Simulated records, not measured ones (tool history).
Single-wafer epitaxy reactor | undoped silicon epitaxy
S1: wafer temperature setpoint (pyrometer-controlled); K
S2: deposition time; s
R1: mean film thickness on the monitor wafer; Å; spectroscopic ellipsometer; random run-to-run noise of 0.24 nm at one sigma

| run | hour | S1 | S2 | R1 |
|---|---|---|---|---|
| 1 | 0 | 918.15 | 237 | 326.8 |
| 2 | 7.6 | 918.15 | 253 | 346.73 |
| 3 | 14.7 | 918.15 | 284 | 394.29 |
| 4 | 18.3 | 918.15 | 266 | 368.01 |
| 5 | 21.4 | 919.15 | 266 | 373.27 |
| 6 | 24.8 | 920.15 | 266 | 380.83 |
| 7 | 28.1 | 921.15 | 266 | 390.66 |

Run 8 has not been measured yet. What should we expect?
| 8 | 30.1 | 922.15 | 266 | ? |

Run 8 came out at R1 393.72 Å.

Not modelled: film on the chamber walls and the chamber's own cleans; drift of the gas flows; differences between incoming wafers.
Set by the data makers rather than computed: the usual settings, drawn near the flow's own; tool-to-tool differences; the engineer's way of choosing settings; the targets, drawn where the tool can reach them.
